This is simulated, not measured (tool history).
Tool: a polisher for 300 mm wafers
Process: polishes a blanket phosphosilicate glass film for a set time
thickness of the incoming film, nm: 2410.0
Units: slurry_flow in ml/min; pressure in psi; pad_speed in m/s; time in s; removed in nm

| run | hour | slurry_flow | pressure | pad_speed | slurry_solids | time | removed |
|---|---|---|---|---|---|---|---|
| 1 | 0.0 | 265 | 4.2 | 1.20 | 1.00 | 25 | 351.30 |
| 2 | 4.3 | 265 | 4.2 | 1.20 | 1.15 | 25 | 359.96 |
| 3 | 10.8 | 265 | 3.2 | 1.20 | 1.15 | 25 | 314.06 |
| 4 | 12.7 | 265 | 2.9 | 1.20 | 1.15 | 25 | 302.14 |
| 5 | 17.2 | 265 | 2.9 | 1.20 | 1.15 | 25 | 303.28 |
| 6 | 20.7 | 265 | 2.9 | 1.20 | 1.15 | 25 | 301.20 |
| 7 | 22.1 | 265 | 2.7 | 1.20 | 1.15 | 25 | 285.81 |
| 8 | 27.9 | 265 | 2.6 | 1.20 | 1.15 | 25 | 282.96 |

Run 9 comes next. What will it give?
| 9 | 34.4 | 265 | 2.5 | 1.20 | 1.15 | 25 | ? |

{"run 9": {"removed": 284.35}}

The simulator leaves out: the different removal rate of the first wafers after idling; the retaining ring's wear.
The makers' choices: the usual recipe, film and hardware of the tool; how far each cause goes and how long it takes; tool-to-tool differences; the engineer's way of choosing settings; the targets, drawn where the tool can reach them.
